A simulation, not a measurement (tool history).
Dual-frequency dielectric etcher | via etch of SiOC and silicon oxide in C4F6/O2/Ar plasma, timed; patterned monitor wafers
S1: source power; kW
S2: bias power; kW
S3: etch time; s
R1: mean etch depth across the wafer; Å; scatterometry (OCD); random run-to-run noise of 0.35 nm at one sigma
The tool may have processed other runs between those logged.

Run 1, hour 0.0: S1 0.400 kW, S2 0.179 kW, S3 93 s. Result: R1 932.01 Å.
Run 2, hour 8.3: S1 0.350 kW, S2 0.179 kW, S3 93 s. Result: R1 863.60 Å.
Run 3, hour 14.9: S1 0.390 kW, S2 0.179 kW, S3 93 s. Result: R1 921.30 Å.
Run 4, hour 20.0: S1 0.390 kW, S2 0.210 kW, S3 93 s. Result: R1 957.67 Å.
Run 5, hour 27.3: S1 0.390 kW, S2 0.210 kW, S3 97 s. Result: R1 1002.60 Å.
Run 6, hour 33.0: S1 0.390 kW, S2 0.210 kW, S3 93 s. Result: R1 956.55 Å.

Run 7 has not been measured yet. What should we expect?
Run 7, hour 35.2: S1 0.410 kW, S2 0.212 kW, S3 93 s. Result: R1 ?.

R1: 986.20 Å
